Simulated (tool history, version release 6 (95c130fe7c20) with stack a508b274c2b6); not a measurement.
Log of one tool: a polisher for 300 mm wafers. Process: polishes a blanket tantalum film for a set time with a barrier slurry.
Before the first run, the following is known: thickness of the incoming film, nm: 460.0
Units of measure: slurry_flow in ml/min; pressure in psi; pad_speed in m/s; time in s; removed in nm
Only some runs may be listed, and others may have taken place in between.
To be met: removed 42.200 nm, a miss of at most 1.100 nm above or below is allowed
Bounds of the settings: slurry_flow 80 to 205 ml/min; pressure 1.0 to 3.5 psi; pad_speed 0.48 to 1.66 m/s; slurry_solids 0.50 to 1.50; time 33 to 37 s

run  hour  slurry_flow  pressure  pad_speed  slurry_solids  time  removed
  1   0.0          135       2.2       1.06           1.00    37   62.650
  2   1.6          130       2.0       1.06           1.00    37   58.216
  3   3.1          110       2.0       1.06           1.00    37   56.558
  4   4.8          110       1.8       1.06           1.00    37   52.953
  5  11.3          110       1.7       1.06           1.00    37   51.925
  6  13.8          110       1.7       1.06           0.85    37   49.225
  7  22.7          110       1.6       1.06           0.85    37   47.789
  8  29.1          110       1.5       1.06           0.85    37   46.755
  9  33.1          105       1.4       1.06           0.85    37   45.022

Which one of the following 4 next-run settings gets every result inside its allowed miss? There is exactly one.
  A  37.1          125       1.3       1.10           0.70    36        ?
  B  37.1           95       1.5       1.14           0.80    37        ?
  C  37.1          105       1.4       1.14           0.90    37        ?
  D  37.1          130       1.3       1.18           0.75    37        ?

move  removed
   A   42.902
   B   48.108
   C   48.607
   D   48.036
A: in spec on every target
B: further off than the last run
C: further off than the last run
D: further off than the last run
The move that meets every target is A.
